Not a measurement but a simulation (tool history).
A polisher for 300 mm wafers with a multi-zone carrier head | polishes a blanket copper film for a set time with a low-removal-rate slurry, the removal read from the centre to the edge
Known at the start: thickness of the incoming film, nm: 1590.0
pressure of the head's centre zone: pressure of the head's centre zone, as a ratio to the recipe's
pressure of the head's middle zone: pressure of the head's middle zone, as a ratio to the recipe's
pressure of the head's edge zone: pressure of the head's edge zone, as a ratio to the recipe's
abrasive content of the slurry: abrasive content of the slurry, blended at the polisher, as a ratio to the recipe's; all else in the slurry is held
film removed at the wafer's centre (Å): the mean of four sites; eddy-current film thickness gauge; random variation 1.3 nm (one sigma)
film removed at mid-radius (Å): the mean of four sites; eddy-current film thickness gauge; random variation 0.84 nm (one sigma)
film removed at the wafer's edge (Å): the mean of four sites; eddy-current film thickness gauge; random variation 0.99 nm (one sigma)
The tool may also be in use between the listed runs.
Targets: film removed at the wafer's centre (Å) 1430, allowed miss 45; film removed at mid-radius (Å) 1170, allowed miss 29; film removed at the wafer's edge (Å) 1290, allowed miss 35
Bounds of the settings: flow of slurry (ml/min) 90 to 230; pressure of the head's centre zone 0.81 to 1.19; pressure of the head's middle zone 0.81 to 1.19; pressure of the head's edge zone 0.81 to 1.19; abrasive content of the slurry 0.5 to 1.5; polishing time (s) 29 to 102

| run | day | flow of slurry (ml/min) | pressure of the head's centre zone | pressure of the head's middle zone | pressure of the head's edge zone | abrasive content of the slurry | polishing time (s) | film removed at the wafer's centre (Å) | film removed at mid-radius (Å) | film removed at the wafer's edge (Å) |
|---|---|---|---|---|---|---|---|---|---|---|
| 1 | 0 | 150 | 1 | 1 | 1 | 1 | 65 | 1393.2 | 1321.7 | 1351.8 |
| 2 | 0.096 | 150 | 1 | 1 | 1 | 0.8 | 65 | 1290 | 1246.6 | 1253 |
| 3 | 0.35 | 150 | 1.02 | 0.98 | 1.01 | 0.8 | 65 | 1312.2 | 1247.5 | 1263.2 |
| 4 | 0.5 | 150 | 1.04 | 0.95 | 1.01 | 0.8 | 65 | 1341.6 | 1191.6 | 1254.6 |
| 5 | 0.596 | 155 | 1.05 | 0.94 | 1.02 | 0.8 | 65 | 1365.6 | 1200.4 | 1284 |
| 6 | 0.758 | 155 | 1.05 | 1 | 1.02 | 0.8 | 65 | 1349.5 | 1251.2 | 1282 |
| 7 | 0.929 | 155 | 1.07 | 0.98 | 1.03 | 0.8 | 65 | 1350.9 | 1246.7 | 1266.8 |
| 8 | 1.196 | 155 | 1.08 | 0.96 | 1.03 | 0.8 | 65 | 1364.3 | 1231.5 | 1280.7 |
| 9 | 1.354 | 155 | 1.09 | 0.94 | 1.03 | 0.8 | 65 | 1386.4 | 1211.4 | 1270.9 |

Which of these 4 next moves meets every target?
| A | 1.512 | 195 | 1.09 | 0.96 | 0.97 | 1 | 60 | ? | ? | ? |
| B | 1.512 | 145 | 1.12 | 0.92 | 0.99 | 0.8 | 64 | ? | ? | ? |
| C | 1.512 | 150 | 1.07 | 0.86 | 0.97 | 0.65 | 73 | ? | ? | ? |
| D | 1.512 | 145 | 1.03 | 0.9 | 1.12 | 0.75 | 66 | ? | ? | ? |

| move | film removed at the wafer's centre (Å) | film removed at mid-radius (Å) | film removed at the wafer's edge (Å) |
|---|---|---|---|
| A | 1401.2 | 1232.1 | 1242.3 |
| B | 1365.7 | 1142.2 | 1215.4 |
| C | 1408 | 1159.5 | 1285.9 |
| D | 1290.5 | 1134.3 | 1305.1 |
A: further off than the last run
B: brings the result that was furthest off to its target, and leaves another outside
C: meets every target
D: takes the result that was furthest off past its target
The right move is C.

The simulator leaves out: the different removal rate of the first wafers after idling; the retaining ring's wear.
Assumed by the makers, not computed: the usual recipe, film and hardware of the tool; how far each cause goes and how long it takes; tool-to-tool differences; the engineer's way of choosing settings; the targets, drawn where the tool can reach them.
